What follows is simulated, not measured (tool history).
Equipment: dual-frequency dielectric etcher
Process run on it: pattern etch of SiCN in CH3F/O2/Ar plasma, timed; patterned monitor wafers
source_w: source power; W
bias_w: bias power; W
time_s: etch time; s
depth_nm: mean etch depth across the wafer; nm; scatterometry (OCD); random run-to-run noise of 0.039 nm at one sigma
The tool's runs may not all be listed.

{"run": 1, "hour": 0.0, "source_w": 480, "bias_w": 77, "time_s": 43.0, "depth_nm": 17.647}
{"run": 2, "hour": 0.8, "source_w": 480, "bias_w": 77, "time_s": 43.0, "depth_nm": 17.621}
{"run": 3, "hour": 7.3, "source_w": 560, "bias_w": 77, "time_s": 43.0, "depth_nm": 18.62}
{"run": 4, "hour": 8.8, "source_w": 560, "bias_w": 86, "time_s": 43.0, "depth_nm": 19.49}
{"run": 5, "hour": 17.3, "source_w": 490, "bias_w": 86, "time_s": 43.0, "depth_nm": 18.515}
{"run": 6, "hour": 17.9, "source_w": 490, "bias_w": 94, "time_s": 43.0, "depth_nm": 19.207}
{"run": 7, "hour": 22.5, "source_w": 460, "bias_w": 86, "time_s": 42.5, "depth_nm": 17.881}
{"run": 8, "hour": 26.1, "source_w": 430, "bias_w": 79, "time_s": 42.0, "depth_nm": 16.533}
{"run": 9, "hour": 28.9, "source_w": 410, "bias_w": 74, "time_s": 41.5, "depth_nm": 15.693}
{"run": 10, "hour": 29.9, "source_w": 390, "bias_w": 70, "time_s": 41.0, "depth_nm": 14.842}
{"run": 11, "hour": 31.0, "source_w": 390, "bias_w": 70, "time_s": 41.0, "depth_nm": 14.814}
{"run": 12, "hour": 33.6, "source_w": 380, "bias_w": 67, "time_s": 40.5, "depth_nm": 14.226}
{"run": 13, "hour": 35.0, "source_w": 370, "bias_w": 65, "time_s": 40.5, "depth_nm": 13.87}
{"run": 14, "hour": 43.3, "source_w": 360, "bias_w": 64, "time_s": 40.5, "depth_nm": 13.728}
{"run": 15, "hour": 44.3, "source_w": 350, "bias_w": 63, "time_s": 40.5, "depth_nm": 13.511}

For run 16, what comes out?
{"run": 16, "hour": 46.5, "source_w": 340, "bias_w": 62, "time_s": 40.5, "depth_nm": "?"}

depth_nm: 13.200 nm

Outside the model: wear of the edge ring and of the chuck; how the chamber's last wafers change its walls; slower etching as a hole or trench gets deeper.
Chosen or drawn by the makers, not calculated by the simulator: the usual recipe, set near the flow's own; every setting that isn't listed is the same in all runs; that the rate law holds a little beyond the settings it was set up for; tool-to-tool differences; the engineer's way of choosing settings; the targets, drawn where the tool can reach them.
